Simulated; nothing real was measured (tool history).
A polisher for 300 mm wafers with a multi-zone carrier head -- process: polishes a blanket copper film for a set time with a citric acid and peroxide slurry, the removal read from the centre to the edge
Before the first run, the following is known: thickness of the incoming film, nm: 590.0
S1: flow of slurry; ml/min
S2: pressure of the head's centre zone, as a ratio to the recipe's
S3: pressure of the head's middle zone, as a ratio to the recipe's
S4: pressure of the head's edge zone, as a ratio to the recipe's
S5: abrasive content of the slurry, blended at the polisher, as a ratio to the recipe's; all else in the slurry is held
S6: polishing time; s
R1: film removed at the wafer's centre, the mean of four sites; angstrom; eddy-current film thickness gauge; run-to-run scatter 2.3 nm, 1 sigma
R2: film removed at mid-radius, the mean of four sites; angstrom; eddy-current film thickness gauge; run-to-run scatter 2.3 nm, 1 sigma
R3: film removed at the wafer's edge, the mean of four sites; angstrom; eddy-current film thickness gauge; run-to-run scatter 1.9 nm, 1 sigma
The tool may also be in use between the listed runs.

run,hour,S1,S2,S3,S4,S5,S6,R1,R2,R3
1,0,290,1,1,1,1,68,2196.6,2209.3,2287.3
2,7.3,290,1,1,1.04,1,68,2250.3,2169.8,2351.9
3,10.6,290,1,0.99,1.02,0.9,66,2109.4,2082,2237.3
4,16.2,290,1,0.98,1,0.85,63,2059.2,1933.9,2109.2
5,20.7,290,0.98,0.99,0.98,0.8,61,1833.1,1869.8,2008.6
6,24.2,290,0.99,0.99,0.96,0.75,59,1818.3,1841,1877.3
7,29.2,290,0.98,0.98,0.95,0.7,58,1751.7,1771.2,1788
8,34.4,290,0.97,0.97,0.94,0.7,58,1691.5,1758.5,1865.3
9,42.9,290,0.97,0.97,0.93,0.65,57,1673.3,1677.7,1767.8
10,46,290,0.97,0.97,0.92,0.65,57,1634.9,1721.6,1751
11,47,290,0.97,0.96,0.91,0.6,57,1666.2,1664.7,1722.8

For run 12, what comes out?
12,49.4,290,0.97,0.96,0.9,0.6,57,?,?,?

Run 12 yielded R1 1674.3 angstrom, R2 1690.8 angstrom, R3 1717.4 angstrom.
